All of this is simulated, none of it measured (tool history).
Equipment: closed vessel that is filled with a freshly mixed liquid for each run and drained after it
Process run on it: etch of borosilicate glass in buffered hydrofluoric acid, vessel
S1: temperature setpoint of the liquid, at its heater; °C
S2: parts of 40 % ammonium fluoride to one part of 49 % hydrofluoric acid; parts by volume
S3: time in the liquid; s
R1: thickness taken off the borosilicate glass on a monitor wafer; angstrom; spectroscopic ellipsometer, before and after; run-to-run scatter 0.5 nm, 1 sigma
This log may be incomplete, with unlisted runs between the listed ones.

{"run": 1, "hour": 0.0, "S1": 22, "S2": 7.5, "S3": 95, "R1": 1424.3}
{"run": 2, "hour": 4.1, "S1": 20.5, "S2": 7.5, "S3": 95, "R1": 1302.2}
{"run": 3, "hour": 6.1, "S1": 20.5, "S2": 7.5, "S3": 100, "R1": 1366}
{"run": 4, "hour": 13.1, "S1": 20.5, "S2": 7.5, "S3": 95, "R1": 1294.4}
{"run": 5, "hour": 20.4, "S1": 20.5, "S2": 7.5, "S3": 95, "R1": 1310.9}
{"run": 6, "hour": 23.4, "S1": 20.5, "S2": 7.5, "S3": 95, "R1": 1302.5}
{"run": 7, "hour": 27.0, "S1": 19.5, "S2": 7.5, "S3": 95, "R1": 1237.7}
{"run": 8, "hour": 28.6, "S1": 19, "S2": 7.5, "S3": 95, "R1": 1199.1}
{"run": 9, "hour": 30.1, "S1": 18.5, "S2": 7.5, "S3": 95, "R1": 1170.5}
{"run": 10, "hour": 35.8, "S1": 18, "S2": 7.5, "S3": 95, "R1": 1128.5}

What does the tool deliver on the next run?
{"run": 11, "hour": 44.6, "S1": 18, "S2": 7.5, "S3": 95, "R1": "?"}

{"run 11": {"R1": 1133.6}}

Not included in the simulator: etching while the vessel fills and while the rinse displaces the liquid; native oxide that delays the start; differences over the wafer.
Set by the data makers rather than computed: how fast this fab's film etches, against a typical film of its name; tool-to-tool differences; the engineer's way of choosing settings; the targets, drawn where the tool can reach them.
